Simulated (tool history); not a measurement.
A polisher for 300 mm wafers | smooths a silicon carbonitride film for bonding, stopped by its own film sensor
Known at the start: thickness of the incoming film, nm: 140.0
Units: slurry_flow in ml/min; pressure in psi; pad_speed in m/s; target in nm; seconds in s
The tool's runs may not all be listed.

run    day  slurry_flow  pressure  pad_speed  slurry_solids  target  seconds
  1  0.000          200       2.6       1.04            1.0     102  102.100
  2  0.288          200       2.6       1.14            1.0     102   94.532
  3  0.658          200       2.7       1.14            1.0     102   90.387
  4  0.804          200       2.8       1.14            1.0     102   85.989
  5  0.996          200       2.8       1.14            1.0     102   88.923
  6  1.092          200       2.3       1.14            1.0     102  105.870
  7  1.371          200       2.5       1.16            1.0     102   95.025
  8  1.504          200       2.6       1.16            1.0     102   92.780
  9  1.704          200       2.7       1.16            1.0     102   91.440
 10  2.021          200       2.8       1.16            1.0     102   84.965

Run 11 comes next. What will it give?
 11  2.342          200       2.9       1.16            1.0     102        ?

seconds: 84.636 s
